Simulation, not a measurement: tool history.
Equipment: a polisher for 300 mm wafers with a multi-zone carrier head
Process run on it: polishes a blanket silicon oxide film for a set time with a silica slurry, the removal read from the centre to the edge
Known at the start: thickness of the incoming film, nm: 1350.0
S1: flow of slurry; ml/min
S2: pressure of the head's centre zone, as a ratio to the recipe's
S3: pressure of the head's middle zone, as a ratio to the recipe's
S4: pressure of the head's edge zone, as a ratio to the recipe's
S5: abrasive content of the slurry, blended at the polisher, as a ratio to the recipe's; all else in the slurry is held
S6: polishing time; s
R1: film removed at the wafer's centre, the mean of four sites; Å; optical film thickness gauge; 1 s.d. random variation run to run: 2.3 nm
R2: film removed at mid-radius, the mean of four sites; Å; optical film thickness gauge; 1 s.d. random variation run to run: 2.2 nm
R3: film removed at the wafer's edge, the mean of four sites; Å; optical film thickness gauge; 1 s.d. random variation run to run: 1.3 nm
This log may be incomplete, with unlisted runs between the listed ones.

run    day   S1    S2    S3    S4    S5  S6      R1      R2      R3
  1      0  135     1     1     1     1  75    1908  2074.2  2093.6
  2  0.088  135  0.92     1     1     1  75  1744.1  2082.1  2084.2
  3  0.308  135  0.92     1     1     1  63  1451.3  1742.9  1760.3
  4  0.667  150  0.98  1.01  0.97  1.05  63  1642.4  1833.2  1786.6
  5  0.729  160  1.02  1.02  0.97   1.1  63  1761.7  1940.3  1844.7
  6  0.888  170  1.05  1.01  0.95  1.15  63  1907.8  1962.2  1924.7
  7  0.967  175  1.08  1.02  0.92  1.15  63  2004.9    2041  1860.6
  8  0.992  180   1.1  1.02  0.92  1.15  63    2007  1994.1  1873.6
  9  1.129  185  1.12  1.02   0.9   1.2  63  2109.1    2096  1907.1
 10  1.225  190  1.13  1.01  0.88  1.25  63  2166.1  2094.1  1939.4
 11  1.521  195  1.14  1.01  0.87  1.25  64  2262.3  2158.6  1952.3

Estimate the outcome of run 12 from the log above:
 12  1.608  195  1.15  1.01  0.86  1.25  64   ?   ?   ?

Run 12 yielded R1 2256.8 Å, R2 2146.4 Å, R3 1959.4 Å.

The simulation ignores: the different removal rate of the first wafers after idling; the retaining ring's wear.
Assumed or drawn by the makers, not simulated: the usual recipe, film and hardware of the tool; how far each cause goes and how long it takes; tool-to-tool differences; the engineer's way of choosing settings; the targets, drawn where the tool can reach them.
